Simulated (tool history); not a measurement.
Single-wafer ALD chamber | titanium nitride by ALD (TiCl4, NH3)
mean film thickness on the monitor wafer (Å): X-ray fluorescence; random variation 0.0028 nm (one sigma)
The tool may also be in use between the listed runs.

run  hour  heater temperature setpoint (°C)  number of ALD cycles (cycles)  NH3 pulse time (s)  mean film thickness on the monitor wafer (Å)
  1     0                               380                             56                 1.5                                        12.211
  2   4.3                               389                             56                 1.5                                        12.263
  3   5.3                               389                             56                1.84                                        12.455
  4   6.2                               389                             56                1.84                                        12.434
  5  10.5                               389                             56                1.46                                        12.242
  6  14.7                               389                             56                1.46                                        12.325
  7    16                               387                             55                1.38                                         11.99
  8  22.1                               387                             55                1.34                                        11.966
  9  26.2                               387                             55                1.31                                        11.981

The next listed run, before its measurement:
 10  32.5                               386                             55                1.27                                             ?

Run 10 gave mean film thickness on the monitor wafer (Å) 11.918.
